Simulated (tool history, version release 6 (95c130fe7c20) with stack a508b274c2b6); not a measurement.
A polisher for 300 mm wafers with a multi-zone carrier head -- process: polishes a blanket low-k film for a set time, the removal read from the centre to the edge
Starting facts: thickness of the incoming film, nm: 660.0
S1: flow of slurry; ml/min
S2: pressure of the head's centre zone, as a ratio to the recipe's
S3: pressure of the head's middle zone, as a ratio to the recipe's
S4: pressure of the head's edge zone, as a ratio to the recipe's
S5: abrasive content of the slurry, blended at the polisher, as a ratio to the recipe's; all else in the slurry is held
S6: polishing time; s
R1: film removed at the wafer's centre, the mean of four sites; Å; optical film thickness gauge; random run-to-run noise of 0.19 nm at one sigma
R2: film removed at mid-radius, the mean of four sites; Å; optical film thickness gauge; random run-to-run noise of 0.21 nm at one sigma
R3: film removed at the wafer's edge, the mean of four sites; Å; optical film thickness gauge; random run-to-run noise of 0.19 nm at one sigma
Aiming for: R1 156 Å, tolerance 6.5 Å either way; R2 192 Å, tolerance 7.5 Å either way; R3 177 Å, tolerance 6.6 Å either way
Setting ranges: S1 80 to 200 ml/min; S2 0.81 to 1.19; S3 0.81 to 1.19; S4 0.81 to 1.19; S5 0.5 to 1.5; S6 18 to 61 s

run	hour	S1	S2	S3	S4	S5	S6	R1	R2	R3
1	0	130	1	1	1	1	39	121.29	116.37	121.4
2	7.9	135	0.98	1.04	1.02	1.1	39	128.12	132.94	129.03
3	11	135	1.01	1.04	1.02	1.1	39	132.5	131.02	131.18
4	15.5	135	1.01	1.04	1.02	1	39	124.82	122.91	121.68
5	16.7	140	0.99	1.05	1.04	1.1	39	130.25	132.62	131.58
6	21.3	140	0.99	1.05	1.04	0.95	39	118.82	121.35	119.87
7	27.2	140	0.97	1.06	1.06	1.05	39	127.57	132.99	128.35
8	29.2	140	0.94	1.06	1.08	1.15	39	125.6	136.12	136.72
9	31.5	145	0.93	1.08	1.09	1.2	39	128.33	145.59	143.61
10	40	150	0.93	1.1	1.1	1.25	39	133.59	152.16	144.53
11	40.6	150	0.92	1.11	1.11	1.3	39	131.54	153.67	151.18
12	46.4	185	0.94	1.19	1.06	1.5	40	157.22	186.35	163.51
13	52.8	185	0.93	1.19	1.08	1.5	40	154.86	185.7	167.35
14	55	185	0.93	1.19	1.09	1.5	40	155.73	184.99	167.49
15	59	185	0.92	1.19	1.1	1.5	40	155.89	188.4	168.89
16	64.3	185	0.91	1.19	1.11	1.5	40	154.39	184.85	167.4
17	71.8	185	0.9	1.19	1.12	1.5	40	151.05	184.22	169.81

Below are 4 possible settings for the next run. Only one of them brings all results inside the allowed miss of their targets. Which is it?
A	79.3	155	0.89	1.15	1.09	1.45	44	?	?	?
B	79.3	200	1.02	1.16	1.08	1.5	38	?	?	?
C	79.3	190	0.87	1.05	1.19	1.5	41	?	?	?
D	79.3	185	0.92	1.07	1.14	1.5	41	?	?	?

move	R1	R2	R3
A	154.9	190.88	176.21
B	163.07	175.38	158.4
C	148.51	173.35	178.08
D	156.43	175.26	173.93
A: each result inside its tolerance
B: misses by more than the last run did
C: brings the result that was furthest off to its target, and leaves another outside
D: brings the result that was furthest off to its target, and leaves another outside
Correct choice: A, which meets every target
